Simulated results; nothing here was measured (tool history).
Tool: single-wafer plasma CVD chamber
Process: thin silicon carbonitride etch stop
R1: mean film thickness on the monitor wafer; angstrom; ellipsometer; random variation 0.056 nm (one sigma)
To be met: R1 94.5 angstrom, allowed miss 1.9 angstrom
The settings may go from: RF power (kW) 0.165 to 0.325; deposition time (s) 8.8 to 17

run 1 day=0 | RF_power_(kW)=0.245 deposition_time_(s)=12.9 | R1=77.545
run 2 day=0.038 | RF_power_(kW)=0.26 deposition_time_(s)=13.4 | R1=81.507
run 3 day=0.092 | RF_power_(kW)=0.27 deposition_time_(s)=13.8 | R1=85.11
run 4 day=0.225 | RF_power_(kW)=0.28 deposition_time_(s)=14 | R1=86.598
run 5 day=0.288 | RF_power_(kW)=0.245 deposition_time_(s)=14 | R1=81.977
run 6 day=0.388 | RF_power_(kW)=0.245 deposition_time_(s)=14.7 | R1=87.638
run 7 day=0.492 | RF_power_(kW)=0.255 deposition_time_(s)=14.8 | R1=88.677
run 8 day=0.729 | RF_power_(kW)=0.265 deposition_time_(s)=14.9 | R1=91.041
run 9 day=1.1 | RF_power_(kW)=0.27 deposition_time_(s)=14.9 | R1=90.897
run 10 day=1.417 | RF_power_(kW)=0.275 deposition_time_(s)=15 | R1=92.597

Which of these 5 next moves meets every target?
run A day=1.733 | RF_power_(kW)=0.265 deposition_time_(s)=14.6 | R1=?
run B day=1.733 | RF_power_(kW)=0.255 deposition_time_(s)=14.9 | R1=?
run C day=1.733 | RF_power_(kW)=0.275 deposition_time_(s)=15.4 | R1=?
run D day=1.733 | RF_power_(kW)=0.235 deposition_time_(s)=15.1 | R1=?
run E day=1.733 | RF_power_(kW)=0.26 deposition_time_(s)=14.7 | R1=?

move=A R1=89.467
move=B R1=90.211
move=C R1=95.47
move=D R1=89.104
move=E R1=89.544
A: further off than the last run
B: further off than the last run
C: meets every target
D: further off than the last run
E: further off than the last run
Move C is the one to make.

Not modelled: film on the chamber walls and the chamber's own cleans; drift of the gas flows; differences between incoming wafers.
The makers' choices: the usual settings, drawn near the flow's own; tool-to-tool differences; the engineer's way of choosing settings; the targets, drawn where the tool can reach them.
